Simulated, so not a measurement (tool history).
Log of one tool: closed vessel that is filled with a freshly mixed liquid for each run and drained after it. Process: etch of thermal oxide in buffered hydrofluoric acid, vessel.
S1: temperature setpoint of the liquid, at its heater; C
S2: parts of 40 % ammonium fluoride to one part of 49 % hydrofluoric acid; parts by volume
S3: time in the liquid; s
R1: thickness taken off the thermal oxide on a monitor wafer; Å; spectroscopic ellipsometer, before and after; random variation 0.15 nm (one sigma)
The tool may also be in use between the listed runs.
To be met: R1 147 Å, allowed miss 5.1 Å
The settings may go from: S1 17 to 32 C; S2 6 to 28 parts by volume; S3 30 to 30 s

run    day    S1    S2  S3      R1
  1      0    24    17  30  188.75
  2  0.229  22.5    17  30  174.75
  3  0.504  21.5    17  30  163.69
  4  0.879  21.5  21.5  30  134.02
  5  0.958    22  21.5  30   134.5
  6  1.346  20.5  21.5  30  123.85
  7  1.488  20.5  21.5  30   126.5
  8  1.746  21.5  21.5  30  132.47
  9  2.017    22  21.5  30  136.13

5 next moves are on the table. One of them brings every result within its allowed miss. Which?
  A  2.288    24  21  30   ?
  B  2.288  24.5  22  30   ?
  C  2.288  24.5  21  30   ?
  D  2.288    21  20  30   ?
  E  2.288  22.5  20  30   ?

move      R1
   A  155.93
   B  155.24
   C  160.29
   D  136.44
   E  148.39
A: takes the result that was furthest off past its target
B: takes the result that was furthest off past its target
C: takes the result that was furthest off past its target
D: as far off as the last run
E: meets every target
Answer: E
